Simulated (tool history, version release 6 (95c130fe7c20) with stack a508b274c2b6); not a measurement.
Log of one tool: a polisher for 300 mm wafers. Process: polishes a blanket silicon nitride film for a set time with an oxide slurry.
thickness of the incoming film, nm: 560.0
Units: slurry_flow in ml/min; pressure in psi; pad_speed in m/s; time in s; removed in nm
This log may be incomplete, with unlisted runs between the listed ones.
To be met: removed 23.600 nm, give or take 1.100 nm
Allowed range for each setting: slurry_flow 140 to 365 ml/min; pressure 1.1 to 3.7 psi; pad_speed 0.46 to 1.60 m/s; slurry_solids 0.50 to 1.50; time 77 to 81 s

| run | hour | slurry_flow | pressure | pad_speed | slurry_solids | time | removed |
|---|---|---|---|---|---|---|---|
| 1 | 0.0 | 235 | 2.4 | 1.02 | 1.00 | 77 | 35.898 |
| 2 | 2.0 | 235 | 2.4 | 0.92 | 1.00 | 77 | 32.657 |
| 3 | 8.8 | 235 | 2.3 | 0.92 | 1.00 | 77 | 32.111 |
| 4 | 15.8 | 235 | 2.3 | 0.92 | 1.20 | 77 | 34.699 |
| 5 | 23.3 | 235 | 2.0 | 0.92 | 1.20 | 77 | 30.800 |
| 6 | 25.8 | 235 | 2.0 | 0.92 | 1.00 | 77 | 29.614 |
| 7 | 31.2 | 235 | 1.9 | 0.92 | 1.00 | 77 | 28.256 |
| 8 | 34.1 | 235 | 1.8 | 0.92 | 1.00 | 77 | 26.814 |
| 9 | 35.1 | 235 | 1.6 | 0.90 | 1.00 | 77 | 24.548 |

Below are 5 possible settings for the next run. Only one of them brings all results inside the allowed miss of their targets. Which is it?
| A | 36.1 | 290 | 1.7 | 0.78 | 1.25 | 77 | ? |
| B | 36.1 | 245 | 1.9 | 0.84 | 0.95 | 78 | ? |
| C | 36.1 | 295 | 2.2 | 0.58 | 1.00 | 81 | ? |
| D | 36.1 | 225 | 1.9 | 0.80 | 0.90 | 79 | ? |
| E | 36.1 | 240 | 1.5 | 0.96 | 0.90 | 77 | ? |

| move | removed |
|---|---|
| A | 26.263 |
| B | 26.376 |
| C | 26.281 |
| D | 25.178 |
| E | 23.282 |
A: lands further from the targets than the last run did
B: lands further from the targets than the last run did
C: lands further from the targets than the last run did
D: lands further from the targets than the last run did
E: every result lands within tolerance
Answer: E

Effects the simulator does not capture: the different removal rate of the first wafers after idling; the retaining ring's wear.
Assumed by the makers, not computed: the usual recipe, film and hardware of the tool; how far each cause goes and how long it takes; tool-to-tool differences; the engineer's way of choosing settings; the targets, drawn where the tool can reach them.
